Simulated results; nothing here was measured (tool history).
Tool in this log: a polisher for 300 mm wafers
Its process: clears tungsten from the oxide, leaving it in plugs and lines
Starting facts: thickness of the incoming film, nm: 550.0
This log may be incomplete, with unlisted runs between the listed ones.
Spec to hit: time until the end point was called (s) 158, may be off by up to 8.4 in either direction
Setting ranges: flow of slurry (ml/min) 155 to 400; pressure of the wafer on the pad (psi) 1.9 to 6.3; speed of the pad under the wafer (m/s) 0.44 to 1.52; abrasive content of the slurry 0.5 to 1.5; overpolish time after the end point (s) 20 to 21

run	hour	flow of slurry (ml/min)	pressure of the wafer on the pad (psi)	speed of the pad under the wafer (m/s)	abrasive content of the slurry	overpolish time after the end point (s)	time until the end point was called (s)
1	0	255	4.1	0.98	1	20	130.59
2	8.7	255	4	0.98	1	20	133.04
3	17.1	255	3.9	0.98	1	20	137.79
4	18.1	255	3.8	0.98	1	20	138.8
5	24.2	255	3.8	0.98	0.85	20	144.61
6	33.2	255	3.8	0.98	0.85	20	141.08
7	40.9	255	3.7	0.98	0.85	20	148.05
# hour 47.1: head pressure recalibrated
8	47.1	255	3.6	0.98	0.85	20	140.1
9	48.9	255	3.5	0.98	0.85	20	151.86

Of the 5 settings listed for the next run, only one would bring every result within its allowed miss of target. Which one?
A	50.7	200	3	1.18	0.9	20	?
B	50.7	250	4.2	0.78	0.7	20	?
C	50.7	265	2.4	1.12	1	21	?
D	50.7	255	3.7	0.98	0.8	20	?
E	50.7	235	3.6	1	0.9	20	?

move	time until the end point was called (s)
A	145.17
B	161
C	179.31
D	141.81
E	140.49
A: lands further from the targets than the last run did
B: every result lands within tolerance
C: takes the biggest miss from the last run beyond its target
D: lands further from the targets than the last run did
E: lands further from the targets than the last run did
Correct choice: B, which meets every target

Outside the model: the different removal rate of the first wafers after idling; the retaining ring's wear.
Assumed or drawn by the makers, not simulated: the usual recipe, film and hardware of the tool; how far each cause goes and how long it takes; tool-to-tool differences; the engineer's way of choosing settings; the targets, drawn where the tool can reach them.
